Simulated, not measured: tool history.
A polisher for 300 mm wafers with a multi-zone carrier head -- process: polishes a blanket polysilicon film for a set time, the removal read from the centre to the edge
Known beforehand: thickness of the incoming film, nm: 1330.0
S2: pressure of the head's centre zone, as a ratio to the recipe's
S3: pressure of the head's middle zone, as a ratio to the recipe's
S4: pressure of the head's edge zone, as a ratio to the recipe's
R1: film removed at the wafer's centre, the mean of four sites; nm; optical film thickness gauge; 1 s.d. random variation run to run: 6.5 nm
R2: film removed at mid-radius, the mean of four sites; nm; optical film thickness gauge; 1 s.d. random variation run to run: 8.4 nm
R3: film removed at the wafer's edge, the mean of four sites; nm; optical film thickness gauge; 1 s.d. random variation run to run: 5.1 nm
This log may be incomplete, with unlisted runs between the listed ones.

{"run": 1, "hour": 0.0, "flow of slurry (ml/min)": 195, "S2": 1, "S3": 1, "S4": 1, "polishing time (s)": 51, "R1": 467.02, "R2": 469.72, "R3": 451.27}
{"run": 2, "hour": 1.0, "flow of slurry (ml/min)": 200, "S2": 1.02, "S3": 1.01, "S4": 1.01, "polishing time (s)": 52, "R1": 479.05, "R2": 480.59, "R3": 481.41}
{"run": 3, "hour": 2.4, "flow of slurry (ml/min)": 205, "S2": 1.04, "S3": 1.02, "S4": 0.99, "polishing time (s)": 53, "R1": 499.1, "R2": 492.38, "R3": 470.86}
{"run": 4, "hour": 4.5, "flow of slurry (ml/min)": 210, "S2": 1.06, "S3": 1.03, "S4": 0.99, "polishing time (s)": 54, "R1": 525.46, "R2": 507.24, "R3": 488.06}
{"run": 5, "hour": 12.5, "flow of slurry (ml/min)": 210, "S2": 1.06, "S3": 1.03, "S4": 0.99, "polishing time (s)": 64, "R1": 619.13, "R2": 589.56, "R3": 575.02}
{"run": 6, "hour": 21.3, "flow of slurry (ml/min)": 210, "S2": 0.98, "S3": 1.03, "S4": 0.99, "polishing time (s)": 64, "R1": 573.18, "R2": 616.79, "R3": 576.78}
{"run": 7, "hour": 22.0, "flow of slurry (ml/min)": 215, "S2": 1, "S3": 1.03, "S4": 0.98, "polishing time (s)": 64, "R1": 582.16, "R2": 609.27, "R3": 573.57}
{"run": 8, "hour": 30.7, "flow of slurry (ml/min)": 220, "S2": 1.01, "S3": 1.03, "S4": 0.97, "polishing time (s)": 64, "R1": 588.5, "R2": 603.99, "R3": 572.78}
{"run": 9, "hour": 32.9, "flow of slurry (ml/min)": 220, "S2": 1.02, "S3": 1.04, "S4": 0.96, "polishing time (s)": 64, "R1": 591.03, "R2": 602.47, "R3": 577.86}
{"run": 10, "hour": 36.1, "flow of slurry (ml/min)": 215, "S2": 1.04, "S3": 1.06, "S4": 0.96, "polishing time (s)": 64, "R1": 613.09, "R2": 609.81, "R3": 573.27}

Run 11 comes next. What will it give?
{"run": 11, "hour": 37.6, "flow of slurry (ml/min)": 215, "S2": 1.05, "S3": 1.07, "S4": 0.95, "polishing time (s)": 64, "R1": "?", "R2": "?", "R3": "?"}

{"run 11": {"R1": 626.33, "R2": 621.83, "R3": 567.09}}
